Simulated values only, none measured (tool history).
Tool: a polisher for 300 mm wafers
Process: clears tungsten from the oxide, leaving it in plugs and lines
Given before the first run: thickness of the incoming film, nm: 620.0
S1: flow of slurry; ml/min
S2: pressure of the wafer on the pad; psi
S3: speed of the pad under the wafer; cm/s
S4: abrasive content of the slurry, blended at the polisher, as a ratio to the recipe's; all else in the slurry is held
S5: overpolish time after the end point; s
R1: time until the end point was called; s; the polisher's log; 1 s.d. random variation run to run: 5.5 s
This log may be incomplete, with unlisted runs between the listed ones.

Run 1, day 0: S1 240 ml/min, S2 3.4 psi, S3 102 cm/s, S4 1, S5 10 s. Result: R1 156.64 s.
Run 2, day 0.204: S1 240 ml/min, S2 3.1 psi, S3 100 cm/s, S4 1, S5 10 s. Result: R1 175.14 s.
Run 3, day 0.508: S1 240 ml/min, S2 2.9 psi, S3 98 cm/s, S4 1, S5 10 s. Result: R1 194.99 s.
Run 4, day 0.758: S1 240 ml/min, S2 2.7 psi, S3 98 cm/s, S4 1, S5 10 s. Result: R1 200.21 s.
Run 5, day 0.792: S1 240 ml/min, S2 3.1 psi, S3 98 cm/s, S4 1, S5 10 s. Result: R1 181.57 s.
Run 6, day 1.004: S1 205 ml/min, S2 3.1 psi, S3 98 cm/s, S4 1, S5 10 s. Result: R1 190.95 s.
Run 7, day 1.075: S1 200 ml/min, S2 2.9 psi, S3 98 cm/s, S4 1, S5 10 s. Result: R1 200.12 s.
Run 8, day 1.4: S1 200 ml/min, S2 2.7 psi, S3 98 cm/s, S4 1, S5 10 s. Result: R1 210.1 s.
Run 9, day 1.529: S1 200 ml/min, S2 2.5 psi, S3 96 cm/s, S4 1, S5 10 s. Result: R1 235.05 s.
Run 10, day 1.738: S1 200 ml/min, S2 2.5 psi, S3 96 cm/s, S4 1, S5 10 s. Result: R1 239.92 s.
At day 1.817: slurry tank refilled with fresh slurry and peroxide.
Run 11, day 1.817: S1 195 ml/min, S2 2.4 psi, S3 96 cm/s, S4 1, S5 10 s. Result: R1 192.88 s.
Run 12, day 2.012: S1 195 ml/min, S2 2.4 psi, S3 90 cm/s, S4 1, S5 10 s. Result: R1 209 s.
Run 13, day 2.221: S1 190 ml/min, S2 2.3 psi, S3 96 cm/s, S4 0.95, S5 10 s. Result: R1 203.75 s.
Run 14, day 2.529: S1 190 ml/min, S2 2.2 psi, S3 90 cm/s, S4 0.95, S5 10 s. Result: R1 224.54 s.
Run 15, day 2.842: S1 190 ml/min, S2 2.1 psi, S3 84 cm/s, S4 0.95, S5 10 s. Result: R1 253.27 s.

For run 16, what comes out?
Run 16, day 3.179: S1 190 ml/min, S2 1.5 psi, S3 80 cm/s, S4 0.95, S5 10 s. Result: R1 ?.

{"run 16": {"R1": 359.07}}

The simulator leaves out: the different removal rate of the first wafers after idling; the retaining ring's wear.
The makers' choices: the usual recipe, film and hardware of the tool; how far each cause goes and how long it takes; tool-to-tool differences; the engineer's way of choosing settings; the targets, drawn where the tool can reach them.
